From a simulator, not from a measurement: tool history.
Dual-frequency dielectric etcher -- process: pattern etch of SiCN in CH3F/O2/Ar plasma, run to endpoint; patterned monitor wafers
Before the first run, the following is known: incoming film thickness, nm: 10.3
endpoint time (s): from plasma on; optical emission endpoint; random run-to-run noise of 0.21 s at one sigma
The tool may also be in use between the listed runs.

{"run": 1, "day": 0.0, "source power (kW)": 0.33, "bias power (kW)": 0.065, "endpoint time (s)": 28.42}
{"run": 2, "day": 0.158, "source power (kW)": 0.34, "bias power (kW)": 0.067, "endpoint time (s)": 27.529}
{"run": 3, "day": 0.488, "source power (kW)": 0.36, "bias power (kW)": 0.067, "endpoint time (s)": 27.108}
{"run": 4, "day": 0.583, "source power (kW)": 0.37, "bias power (kW)": 0.068, "endpoint time (s)": 26.992}
{"run": 5, "day": 0.779, "source power (kW)": 0.42, "bias power (kW)": 0.068, "endpoint time (s)": 25.755}
{"run": 6, "day": 1.067, "source power (kW)": 0.42, "bias power (kW)": 0.059, "endpoint time (s)": 27.039}
{"run": 7, "day": 1.129, "source power (kW)": 0.43, "bias power (kW)": 0.061, "endpoint time (s)": 26.649}
{"run": 8, "day": 1.5, "source power (kW)": 0.43, "bias power (kW)": 0.063, "endpoint time (s)": 26.554}

Forecast run 9:
{"run": 9, "day": 1.833, "source power (kW)": 0.43, "bias power (kW)": 0.065, "endpoint time (s)": "?"}

{"run 9": {"endpoint time (s)": 26.312}}
